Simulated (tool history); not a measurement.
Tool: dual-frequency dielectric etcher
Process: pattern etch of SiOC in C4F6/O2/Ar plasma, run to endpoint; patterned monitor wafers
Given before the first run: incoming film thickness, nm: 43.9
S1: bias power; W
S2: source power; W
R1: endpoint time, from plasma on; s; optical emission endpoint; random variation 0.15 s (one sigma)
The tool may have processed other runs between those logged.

run 1 hour=0.0 | S1=576 S2=460 | R1=14.078
run 2 hour=6.0 | S1=540 S2=440 | R1=14.776
run 3 hour=13.3 | S1=540 S2=500 | R1=13.674
run 4 hour=19.4 | S1=642 S2=500 | R1=12.918
run 5 hour=28.3 | S1=717 S2=500 | R1=12.713
run 6 hour=32.8 | S1=656 S2=500 | R1=12.969
run 7 hour=34.7 | S1=622 S2=460 | R1=13.614
run 8 hour=42.5 | S1=583 S2=430 | R1=14.691

What does the tool deliver on the next run?
run 9 hour=44.3 | S1=468 S2=390 | R1=?

{"run 9": {"R1": 16.441}}

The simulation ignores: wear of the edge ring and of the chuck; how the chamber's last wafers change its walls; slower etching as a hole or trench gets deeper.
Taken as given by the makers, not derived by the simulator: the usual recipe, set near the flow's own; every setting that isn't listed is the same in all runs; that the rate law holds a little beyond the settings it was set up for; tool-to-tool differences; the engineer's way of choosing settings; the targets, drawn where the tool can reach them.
